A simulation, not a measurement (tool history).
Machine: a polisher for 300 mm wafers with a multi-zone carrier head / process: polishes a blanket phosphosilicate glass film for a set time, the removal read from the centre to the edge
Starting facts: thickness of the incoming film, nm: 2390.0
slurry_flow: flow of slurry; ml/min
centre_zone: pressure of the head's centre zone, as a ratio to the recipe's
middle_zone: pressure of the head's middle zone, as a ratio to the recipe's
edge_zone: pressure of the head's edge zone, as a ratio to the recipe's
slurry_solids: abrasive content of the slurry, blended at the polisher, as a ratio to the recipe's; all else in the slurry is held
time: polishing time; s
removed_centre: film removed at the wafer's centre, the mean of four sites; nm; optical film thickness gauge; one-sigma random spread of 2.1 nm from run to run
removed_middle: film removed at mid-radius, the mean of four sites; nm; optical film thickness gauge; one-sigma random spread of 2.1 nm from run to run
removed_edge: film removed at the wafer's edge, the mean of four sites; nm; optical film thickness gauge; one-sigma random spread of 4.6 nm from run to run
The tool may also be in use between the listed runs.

{"run": 1, "day": 0.0, "slurry_flow": 245, "centre_zone": 1.0, "middle_zone": 1.0, "edge_zone": 1.0, "slurry_solids": 1.0, "time": 38, "removed_centre": 300.86, "removed_middle": 293.92, "removed_edge": 287.62}
{"run": 2, "day": 0.279, "slurry_flow": 245, "centre_zone": 0.99, "middle_zone": 0.99, "edge_zone": 1.04, "slurry_solids": 1.1, "time": 38, "removed_centre": 305.18, "removed_middle": 305.89, "removed_edge": 315.48}
{"run": 3, "day": 0.558, "slurry_flow": 245, "centre_zone": 0.99, "middle_zone": 1.05, "edge_zone": 1.04, "slurry_solids": 1.1, "time": 38, "removed_centre": 309.5, "removed_middle": 318.82, "removed_edge": 303.97}
{"run": 4, "day": 0.758, "slurry_flow": 245, "centre_zone": 0.99, "middle_zone": 1.05, "edge_zone": 1.04, "slurry_solids": 1.1, "time": 30, "removed_centre": 240.46, "removed_middle": 248.23, "removed_edge": 241.29}
{"run": 5, "day": 1.029, "slurry_flow": 245, "centre_zone": 0.99, "middle_zone": 1.05, "edge_zone": 1.04, "slurry_solids": 1.1, "time": 24, "removed_centre": 193.19, "removed_middle": 201.63, "removed_edge": 198.31}
{"run": 6, "day": 1.096, "slurry_flow": 250, "centre_zone": 0.99, "middle_zone": 1.04, "edge_zone": 1.07, "slurry_solids": 1.2, "time": 26, "removed_centre": 217.38, "removed_middle": 223.08, "removed_edge": 220.51}
{"run": 7, "day": 1.454, "slurry_flow": 235, "centre_zone": 0.98, "middle_zone": 1.02, "edge_zone": 1.09, "slurry_solids": 1.25, "time": 29, "removed_centre": 239.26, "removed_middle": 244.09, "removed_edge": 253.38}
{"run": 8, "day": 1.612, "slurry_flow": 220, "centre_zone": 0.98, "middle_zone": 1.01, "edge_zone": 1.11, "slurry_solids": 1.3, "time": 31, "removed_centre": 257.12, "removed_middle": 262.23, "removed_edge": 274.13}
{"run": 9, "day": 1.838, "slurry_flow": 225, "centre_zone": 0.98, "middle_zone": 1.0, "edge_zone": 1.13, "slurry_solids": 1.35, "time": 32, "removed_centre": 270.0, "removed_middle": 274.53, "removed_edge": 286.61}
{"run": 10, "day": 2.075, "slurry_flow": 210, "centre_zone": 0.97, "middle_zone": 0.98, "edge_zone": 1.14, "slurry_solids": 1.4, "time": 34, "removed_centre": 288.3, "removed_middle": 286.42, "removed_edge": 303.08}

For run 11, what comes out?
{"run": 11, "day": 2.362, "slurry_flow": 240, "centre_zone": 0.96, "middle_zone": 0.96, "edge_zone": 1.15, "slurry_solids": 1.4, "time": 35, "removed_centre": "?", "removed_middle": "?", "removed_edge": "?"}

{"run 11": {"removed_centre": 296.49, "removed_middle": 293.73, "removed_edge": 322.95}}

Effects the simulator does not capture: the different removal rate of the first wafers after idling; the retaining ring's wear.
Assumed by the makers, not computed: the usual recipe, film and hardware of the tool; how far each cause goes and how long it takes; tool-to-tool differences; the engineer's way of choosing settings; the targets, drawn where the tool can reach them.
